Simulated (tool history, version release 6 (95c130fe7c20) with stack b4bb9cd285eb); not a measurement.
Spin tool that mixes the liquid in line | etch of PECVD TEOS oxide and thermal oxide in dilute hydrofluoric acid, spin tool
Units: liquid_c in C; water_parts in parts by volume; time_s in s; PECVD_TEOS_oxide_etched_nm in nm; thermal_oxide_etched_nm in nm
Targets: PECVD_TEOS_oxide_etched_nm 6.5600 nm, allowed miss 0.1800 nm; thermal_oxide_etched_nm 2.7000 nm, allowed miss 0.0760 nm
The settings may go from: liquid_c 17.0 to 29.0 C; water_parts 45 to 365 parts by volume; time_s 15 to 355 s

| run | day | liquid_c | water_parts | time_s | PECVD_TEOS_oxide_etched_nm | thermal_oxide_etched_nm |
|---|---|---|---|---|---|---|
| 1 | 0.000 | 21.0 | 205 | 180 | 8.0354 | 3.2502 |
| 2 | 0.046 | 20.5 | 205 | 180 | 7.9693 | 3.1981 |
| 3 | 0.104 | 20.5 | 205 | 255 | 11.0950 | 4.6082 |
| 4 | 0.208 | 20.5 | 150 | 255 | 15.9230 | 6.6262 |
| 5 | 0.371 | 20.0 | 165 | 255 | 14.1400 | 5.7361 |
| 6 | 0.500 | 23.5 | 165 | 255 | 16.1210 | 6.5854 |
| 7 | 0.633 | 19.5 | 245 | 255 | 8.7134 | 3.5535 |
| 8 | 0.675 | 19.0 | 250 | 255 | 8.2443 | 3.3609 |
| 9 | 1.050 | 19.0 | 255 | 255 | 8.1196 | 3.3388 |
| 10 | 1.175 | 19.0 | 260 | 255 | 7.7743 | 3.2846 |
| 11 | 1.242 | 18.5 | 270 | 250 | 7.2473 | 2.9646 |
| 12 | 1.450 | 17.5 | 275 | 250 | 6.7966 | 2.7920 |

Which of these 4 next moves meets every target?
| A | 1.658 | 17.0 | 320 | 295 | ? | ? |
| B | 1.658 | 17.5 | 310 | 300 | ? | ? |
| C | 1.658 | 17.0 | 250 | 230 | ? | ? |
| D | 1.658 | 17.0 | 215 | 195 | ? | ? |

| move | PECVD_TEOS_oxide_etched_nm | thermal_oxide_etched_nm |
|---|---|---|
| A | 6.4698 | 2.7076 |
| B | 6.9779 | 2.9203 |
| C | 6.8506 | 2.8670 |
| D | 6.9664 | 2.9155 |
A: meets every target
B: further off than the last run
C: further off than the last run
D: further off than the last run
Move A is the one to make.
